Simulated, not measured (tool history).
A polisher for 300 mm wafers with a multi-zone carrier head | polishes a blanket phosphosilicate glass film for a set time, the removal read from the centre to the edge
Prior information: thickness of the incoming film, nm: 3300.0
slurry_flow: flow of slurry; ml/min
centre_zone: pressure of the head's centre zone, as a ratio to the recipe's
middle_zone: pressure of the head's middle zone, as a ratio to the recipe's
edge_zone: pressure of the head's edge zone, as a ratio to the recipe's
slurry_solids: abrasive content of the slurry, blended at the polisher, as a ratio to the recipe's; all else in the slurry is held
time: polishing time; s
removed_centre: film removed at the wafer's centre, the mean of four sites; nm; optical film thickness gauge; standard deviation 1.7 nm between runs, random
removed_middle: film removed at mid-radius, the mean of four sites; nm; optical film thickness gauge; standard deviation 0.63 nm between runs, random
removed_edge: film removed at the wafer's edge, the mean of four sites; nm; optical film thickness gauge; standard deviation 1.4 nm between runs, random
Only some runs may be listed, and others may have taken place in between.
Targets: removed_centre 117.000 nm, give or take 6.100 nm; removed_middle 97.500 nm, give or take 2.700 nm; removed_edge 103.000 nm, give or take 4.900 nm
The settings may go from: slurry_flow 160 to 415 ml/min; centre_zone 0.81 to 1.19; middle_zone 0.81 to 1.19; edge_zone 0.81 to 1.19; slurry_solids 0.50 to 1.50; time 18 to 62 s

run	hour	slurry_flow	centre_zone	middle_zone	edge_zone	slurry_solids	time	removed_centre	removed_middle	removed_edge
1	0.0	265	1.00	1.00	1.00	1.00	40	200.130	210.040	200.560
2	5.6	315	1.00	1.00	1.00	1.00	40	202.800	213.130	206.650
3	13.9	315	1.06	1.00	1.00	1.00	40	222.350	211.230	207.320
4	18.3	315	1.06	1.00	1.04	1.00	40	224.290	212.890	211.120
5	19.9	315	1.06	1.08	1.04	1.00	40	220.920	227.750	212.210
6	24.8	315	1.06	1.08	1.11	1.00	40	216.120	226.100	218.460
7	32.7	315	1.06	1.08	1.11	1.00	40	214.290	225.360	212.650
8	37.9	300	1.07	1.03	1.09	0.85	35	176.330	170.370	169.660
9	44.5	300	1.07	1.03	1.09	0.85	35	172.450	171.470	168.750
10	49.4	280	1.08	0.99	1.06	0.75	33	151.280	142.790	142.610
11	52.1	260	1.08	0.95	1.04	0.70	33	143.350	130.350	135.670
12	57.6	240	1.08	0.85	0.94	0.50	30	94.486	78.300	84.833
13	66.0	265	1.10	0.87	0.97	0.50	30	97.597	81.211	88.699
14	72.8	265	1.12	0.90	1.00	0.50	30	98.628	82.650	87.499
15	79.7	265	1.14	0.92	1.04	0.50	30	98.339	84.881	89.764
16	85.8	310	1.19	0.93	1.06	0.75	30	153.880	124.460	130.690
17	92.3	305	1.15	0.90	1.00	0.75	30	147.250	120.670	126.290
18	95.6	290	1.12	0.88	0.95	0.75	30	144.040	117.690	127.550
19	103.9	290	1.12	0.88	0.94	0.70	30	136.810	112.880	119.900
20	111.1	270	1.12	0.88	0.94	0.70	30	138.010	112.020	119.020
21	119.3	265	1.11	0.88	0.93	0.65	30	126.560	105.010	112.880
22	121.5	265	1.11	0.88	0.93	0.65	30	127.710	105.410	113.610
23	125.0	290	1.10	0.87	0.94	0.65	30	126.390	104.380	110.520
24	127.2	295	1.09	0.86	0.94	0.65	30	126.500	103.230	114.260
25	131.7	275	1.10	0.87	0.94	0.65	30	123.770	103.860	108.170
26	140.3	260	1.09	0.86	0.95	0.65	30	121.390	103.500	111.320
27	148.4	260	1.09	0.87	0.94	0.65	30	127.150	103.330	111.870
28	155.4	260	1.09	0.88	0.94	0.65	30	124.170	104.280	111.840
29	160.2	265	1.10	0.89	0.95	0.65	30	123.270	106.150	113.080
30	160.8	265	1.10	0.89	0.95	0.65	30	126.410	106.890	110.250

Consider the 4 candidate settings below. Which is the only one whose results all fall within their allowed miss of target?
A	161.4	320	1.09	0.81	0.95	0.65	31	?	?	?
B	161.4	285	1.18	0.81	0.97	0.75	28	?	?	?
C	161.4	305	1.14	0.91	1.02	0.75	24	?	?	?
D	161.4	230	1.12	0.94	0.94	0.75	28	?	?	?

move	removed_centre	removed_middle	removed_edge
A	129.940	103.050	116.860
B	140.650	103.040	118.120
C	117.290	97.794	103.580
D	130.530	114.160	114.700
A: nearer than the last run, and not there yet
B: further off than the last run
C: every result lands within tolerance
D: further off than the last run
Go with C: it meets all targets.
